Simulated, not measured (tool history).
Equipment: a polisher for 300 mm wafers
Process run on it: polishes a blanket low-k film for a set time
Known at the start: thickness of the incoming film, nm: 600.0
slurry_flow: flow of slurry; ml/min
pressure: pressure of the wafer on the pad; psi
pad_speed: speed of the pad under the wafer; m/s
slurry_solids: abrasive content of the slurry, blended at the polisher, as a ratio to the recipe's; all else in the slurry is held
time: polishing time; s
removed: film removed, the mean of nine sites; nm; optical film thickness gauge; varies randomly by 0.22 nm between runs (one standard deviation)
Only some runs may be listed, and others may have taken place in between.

{"run": 1, "hour": 0.0, "slurry_flow": 130, "pressure": 1.3, "pad_speed": 0.9, "slurry_solids": 1.0, "time": 103, "removed": 28.061}
{"run": 2, "hour": 4.3, "slurry_flow": 130, "pressure": 1.5, "pad_speed": 0.9, "slurry_solids": 1.0, "time": 103, "removed": 32.545}
{"run": 3, "hour": 7.4, "slurry_flow": 130, "pressure": 1.5, "pad_speed": 0.9, "slurry_solids": 0.9, "time": 103, "removed": 30.244}
{"run": 4, "hour": 11.7, "slurry_flow": 135, "pressure": 1.5, "pad_speed": 0.9, "slurry_solids": 0.9, "time": 103, "removed": 29.983}
{"run": 5, "hour": 20.2, "slurry_flow": 135, "pressure": 1.5, "pad_speed": 0.9, "slurry_solids": 0.75, "time": 103, "removed": 25.629}
{"run": 6, "hour": 21.7, "slurry_flow": 135, "pressure": 1.5, "pad_speed": 1.04, "slurry_solids": 0.75, "time": 103, "removed": 28.931}
{"run": 7, "hour": 26.6, "slurry_flow": 140, "pressure": 1.5, "pad_speed": 1.04, "slurry_solids": 0.75, "time": 103, "removed": 29.138}
{"run": 8, "hour": 31.1, "slurry_flow": 145, "pressure": 1.5, "pad_speed": 1.04, "slurry_solids": 0.75, "time": 103, "removed": 29.107}

For run 9, what comes out?
{"run": 9, "hour": 39.4, "slurry_flow": 145, "pressure": 1.6, "pad_speed": 1.04, "slurry_solids": 0.75, "time": 103, "removed": "?"}

{"run 9": {"removed": 31.173}}

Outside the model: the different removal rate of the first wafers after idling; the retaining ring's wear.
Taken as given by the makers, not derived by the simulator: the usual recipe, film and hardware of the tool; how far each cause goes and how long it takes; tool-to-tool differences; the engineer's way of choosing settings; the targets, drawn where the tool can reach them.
